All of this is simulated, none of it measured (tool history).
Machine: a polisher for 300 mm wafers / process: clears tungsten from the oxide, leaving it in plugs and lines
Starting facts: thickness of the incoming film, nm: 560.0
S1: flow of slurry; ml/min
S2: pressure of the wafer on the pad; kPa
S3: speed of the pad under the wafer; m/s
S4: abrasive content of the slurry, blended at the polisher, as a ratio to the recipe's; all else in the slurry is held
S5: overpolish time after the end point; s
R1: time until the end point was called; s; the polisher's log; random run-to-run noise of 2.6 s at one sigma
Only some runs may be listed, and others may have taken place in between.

run	day	S1	S2	S3	S4	S5	R1
1	0.000	240	23.4	1.42	1.00	6	103.71
2	0.150	240	23.4	1.42	1.15	6	100.04
3	0.267	240	23.4	1.42	0.95	6	102.40
4	0.525	235	20.0	1.28	0.95	6	131.69
5	0.742	235	22.1	1.28	0.95	6	121.65
6	0.762	230	18.6	1.16	0.95	6	154.64

Run 7 has not been measured yet. What should we expect?
7	1.088	225	11.7	0.88	0.95	6	?

Run 7 yielded R1 316.67 s.
